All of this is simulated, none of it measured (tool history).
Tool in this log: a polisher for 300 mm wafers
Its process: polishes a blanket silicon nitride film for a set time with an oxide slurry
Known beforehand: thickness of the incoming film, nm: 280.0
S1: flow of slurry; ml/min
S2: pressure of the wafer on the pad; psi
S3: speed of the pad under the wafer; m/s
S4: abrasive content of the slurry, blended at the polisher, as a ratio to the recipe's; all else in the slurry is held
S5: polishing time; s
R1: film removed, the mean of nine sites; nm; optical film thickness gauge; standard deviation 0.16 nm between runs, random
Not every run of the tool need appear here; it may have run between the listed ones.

| run | hour | S1 | S2 | S3 | S4 | S5 | R1 |
|---|---|---|---|---|---|---|---|
| 1 | 0 | 145 | 4 | 1.18 | 1 | 48 | 36.373 |
| 2 | 1.6 | 145 | 4 | 1.18 | 1 | 50 | 37.836 |
| 3 | 2.9 | 180 | 4 | 1.18 | 1 | 50 | 38.72 |
| 4 | 10.3 | 180 | 3.4 | 1.18 | 1 | 50 | 33.484 |
| 5 | 19 | 180 | 3.4 | 1.18 | 0.9 | 50 | 30.27 |
| 6 | 26.9 | 180 | 3.4 | 1.18 | 0.9 | 48 | 29.686 |

Predict the results of run 7:
| 7 | 32 | 175 | 3.1 | 1.18 | 0.9 | 48 | ? |

Run 7 produced R1 26.675 nm.
